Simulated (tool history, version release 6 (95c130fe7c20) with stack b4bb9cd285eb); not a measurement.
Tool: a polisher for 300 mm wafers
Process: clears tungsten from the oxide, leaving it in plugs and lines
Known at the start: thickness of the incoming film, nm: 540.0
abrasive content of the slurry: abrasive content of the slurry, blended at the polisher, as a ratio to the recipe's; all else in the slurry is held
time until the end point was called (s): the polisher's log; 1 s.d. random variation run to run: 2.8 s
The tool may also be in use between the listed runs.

run    day  flow of slurry (ml/min)  pressure of the wafer on the pad (kPa)  speed of the pad under the wafer (m/s)  abrasive content of the slurry  overpolish time after the end point (s)  time until the end point was called (s)
  1      0                      160                                    26.9                                    1.24                               1                                        4                                   82.061
  2  0.304                      160                                    24.8                                    1.18                               1                                        4                                    95.05
  3  0.379                      160                                    24.8                                    1.32                               1                                        4                                   87.218
  4  0.496                      160                                    24.8                                    1.46                               1                                        4                                   77.996
  5  0.633                      160                                    24.8                                    1.46                             1.1                                        4                                   75.768
  6  0.667                      160                                    23.4                                    1.38                             1.1                                        4                                   86.962
  7  0.692                      160                                    22.1                                    1.32                             1.1                                        4                                   93.655
  8  0.829                      160                                    20.7                                    1.26                             1.1                                        4                                   106.49
  9  1.146                      160                                    19.3                                    1.22                             1.1                                        4                                   114.06
 10  1.396                      160                                    18.6                                    1.18                             1.1                                        4                                   124.16
 11   1.45                      160                                    17.9                                    1.16                             1.1                                        4                                   131.89
 12  1.529                      160                                    17.2                                    1.14                             1.1                                        4                                   135.83
 13  1.771                      160                                    16.5                                    1.12                             1.1                                        4                                   146.81
 14  2.121                      160                                    15.9                                     1.1                             1.1                                        4                                   153.25
 15  2.196                      160                                    15.2                                    1.08                             1.1                                        4                                   160.87
 16  2.492                      160                                    14.5                                    1.06                             1.1                                        4                                   173.92

Expected results for the next run?
 17  2.562                      160                                    14.5                                    1.06                             1.1                                        4                                        ?

time until the end point was called (s): 175.63
